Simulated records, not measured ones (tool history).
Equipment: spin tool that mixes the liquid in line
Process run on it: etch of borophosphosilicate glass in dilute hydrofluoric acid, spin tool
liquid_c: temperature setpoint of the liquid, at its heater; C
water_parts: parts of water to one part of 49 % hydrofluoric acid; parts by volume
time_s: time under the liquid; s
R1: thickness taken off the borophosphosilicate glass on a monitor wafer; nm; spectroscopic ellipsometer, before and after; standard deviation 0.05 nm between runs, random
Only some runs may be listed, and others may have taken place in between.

run 1 day=0.000 | liquid_c=24.0 water_parts=220 time_s=280 | R1=29.900
run 2 day=0.271 | liquid_c=24.0 water_parts=220 time_s=300 | R1=32.178
run 3 day=0.521 | liquid_c=23.0 water_parts=230 time_s=300 | R1=29.277
run 4 day=0.683 | liquid_c=22.5 water_parts=235 time_s=300 | R1=28.032
run 5 day=0.721 | liquid_c=22.5 water_parts=235 time_s=280 | R1=26.171
run 6 day=0.800 | liquid_c=25.0 water_parts=235 time_s=280 | R1=28.746
run 7 day=1.096 | liquid_c=24.0 water_parts=240 time_s=280 | R1=27.023
run 8 day=1.158 | liquid_c=23.0 water_parts=245 time_s=280 | R1=25.259
run 9 day=1.342 | liquid_c=23.0 water_parts=245 time_s=280 | R1=25.363
run 10 day=1.388 | liquid_c=23.0 water_parts=245 time_s=280 | R1=25.432
run 11 day=1.683 | liquid_c=22.5 water_parts=250 time_s=280 | R1=24.198
run 12 day=1.846 | liquid_c=22.0 water_parts=255 time_s=280 | R1=23.127
run 13 day=1.946 | liquid_c=21.5 water_parts=260 time_s=280 | R1=22.305
run 14 day=2.167 | liquid_c=21.0 water_parts=265 time_s=280 | R1=21.404

The next listed run, before its measurement:
run 15 day=2.208 | liquid_c=20.5 water_parts=270 time_s=280 | R1=?

{"run 15": {"R1": 20.47}}

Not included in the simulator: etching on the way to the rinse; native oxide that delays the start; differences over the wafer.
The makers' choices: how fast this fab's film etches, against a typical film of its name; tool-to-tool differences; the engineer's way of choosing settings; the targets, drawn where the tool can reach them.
